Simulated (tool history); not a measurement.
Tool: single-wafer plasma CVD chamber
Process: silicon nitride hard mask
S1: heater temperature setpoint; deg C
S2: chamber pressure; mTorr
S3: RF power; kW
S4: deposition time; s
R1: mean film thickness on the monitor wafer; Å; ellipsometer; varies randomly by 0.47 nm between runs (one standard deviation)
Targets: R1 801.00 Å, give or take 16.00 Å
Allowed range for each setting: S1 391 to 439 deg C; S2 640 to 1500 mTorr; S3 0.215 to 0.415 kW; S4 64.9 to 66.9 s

run 1 hour=0.0 | S1=415 S2=1070 S3=0.315 S4=64.9 | R1=655.76
run 2 hour=8.9 | S1=415 S2=1110 S3=0.320 S4=64.9 | R1=675.26
run 3 hour=17.2 | S1=415 S2=1140 S3=0.320 S4=64.9 | R1=676.16
run 4 hour=24.9 | S1=415 S2=1140 S3=0.275 S4=64.9 | R1=626.29
run 5 hour=29.0 | S1=415 S2=1170 S3=0.285 S4=65.0 | R1=638.65
run 6 hour=34.2 | S1=415 S2=1190 S3=0.295 S4=65.1 | R1=659.18
run 7 hour=42.0 | S1=415 S2=1220 S3=0.300 S4=65.2 | R1=671.55
run 8 hour=45.9 | S1=415 S2=1240 S3=0.305 S4=65.3 | R1=684.42
run 9 hour=53.2 | S1=415 S2=1260 S3=0.310 S4=65.4 | R1=691.07
run 10 hour=60.2 | S1=415 S2=1280 S3=0.315 S4=65.5 | R1=705.98
run 11 hour=64.1 | S1=415 S2=1300 S3=0.320 S4=65.5 | R1=717.32
run 12 hour=70.9 | S1=415 S2=1320 S3=0.325 S4=65.5 | R1=724.12
run 13 hour=77.9 | S1=415 S2=1330 S3=0.330 S4=65.5 | R1=742.71
run 14 hour=80.9 | S1=415 S2=1340 S3=0.330 S4=65.5 | R1=740.23
run 15 hour=86.8 | S1=415 S2=1350 S3=0.330 S4=65.5 | R1=738.00
run 16 hour=90.6 | S1=415 S2=1360 S3=0.335 S4=65.5 | R1=747.37
run 17 hour=94.7 | S1=415 S2=1370 S3=0.335 S4=65.5 | R1=749.91
run 18 hour=100.8 | S1=415 S2=1380 S3=0.335 S4=65.5 | R1=757.60
run 19 hour=109.0 | S1=415 S2=1390 S3=0.335 S4=65.5 | R1=758.10
run 20 hour=112.5 | S1=415 S2=1400 S3=0.335 S4=65.5 | R1=754.58

Of the 4 settings listed for the next run, only one would bring every result within its allowed miss of target. Which one?
run A hour=116.0 | S1=417 S2=1360 S3=0.305 S4=65.4 | R1=?
run B hour=116.0 | S1=428 S2=1230 S3=0.380 S4=65.6 | R1=?
run C hour=116.0 | S1=412 S2=1400 S3=0.370 S4=65.7 | R1=?
run D hour=116.0 | S1=409 S2=1380 S3=0.305 S4=64.9 | R1=?

move=A R1=708.24
move=B R1=771.52
move=C R1=804.89
move=D R1=709.37
A: its largest miss is bigger than the last run's
B: moves toward the targets from the last run without getting all of them in spec
C: every result lands within tolerance
D: its largest miss is bigger than the last run's
Go with C: it meets all targets.
